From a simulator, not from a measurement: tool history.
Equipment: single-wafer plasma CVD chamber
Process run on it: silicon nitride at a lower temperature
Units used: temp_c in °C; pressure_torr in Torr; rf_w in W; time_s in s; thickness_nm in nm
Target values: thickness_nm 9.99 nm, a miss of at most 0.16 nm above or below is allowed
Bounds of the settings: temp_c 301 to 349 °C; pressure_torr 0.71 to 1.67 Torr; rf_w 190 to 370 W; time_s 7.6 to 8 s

| run | hour | temp_c | pressure_torr | rf_w | time_s | thickness_nm |
|---|---|---|---|---|---|---|
| 1 | 0 | 325 | 1.19 | 280 | 8 | 8.1973 |
| 2 | 7.1 | 325 | 1.19 | 255 | 8 | 7.5196 |
| 3 | 8.6 | 334 | 1.19 | 255 | 8 | 7.4192 |
| 4 | 16 | 334 | 1.19 | 255 | 7.6 | 7.0928 |
| 5 | 22.5 | 331 | 1.34 | 275 | 7.6 | 7.8689 |
| 6 | 24.6 | 329 | 1.44 | 290 | 7.6 | 8.4212 |
| 7 | 29.7 | 327 | 1.51 | 300 | 7.6 | 8.8288 |
| 8 | 37.6 | 325 | 1.56 | 310 | 7.6 | 9.1194 |
| 9 | 43.9 | 325 | 1.59 | 320 | 7.6 | 9.4899 |
| 10 | 45.4 | 325 | 1.61 | 325 | 7.6 | 9.5213 |
| 11 | 53.1 | 324 | 1.63 | 330 | 7.6 | 9.745 |
| 12 | 58.1 | 324 | 1.64 | 330 | 7.6 | 9.7449 |
| 13 | 61.8 | 324 | 1.65 | 330 | 7.6 | 9.8052 |
| 14 | 70 | 324 | 1.66 | 330 | 7.6 | 9.807 |

Exactly one of the 5 candidate moves below puts every result within its allowed miss. Which one?
| A | 78.2 | 322 | 1.66 | 315 | 7.8 | ? |
| B | 78.2 | 331 | 1.66 | 305 | 8 | ? |
| C | 78.2 | 325 | 1.34 | 355 | 8 | ? |
| D | 78.2 | 325 | 1.66 | 305 | 8 | ? |
| E | 78.2 | 323 | 1.64 | 325 | 7.9 | ? |

| move | thickness_nm |
|---|---|
| A | 9.6615 |
| B | 9.5971 |
| C | 10.429 |
| D | 9.6148 |
| E | 10.021 |
A: moves away from the targets compared with the last run
B: moves away from the targets compared with the last run
C: moves the result that the last run missed by most past its target, out the other side
D: moves away from the targets compared with the last run
E: every result within its allowed miss
Answer: E
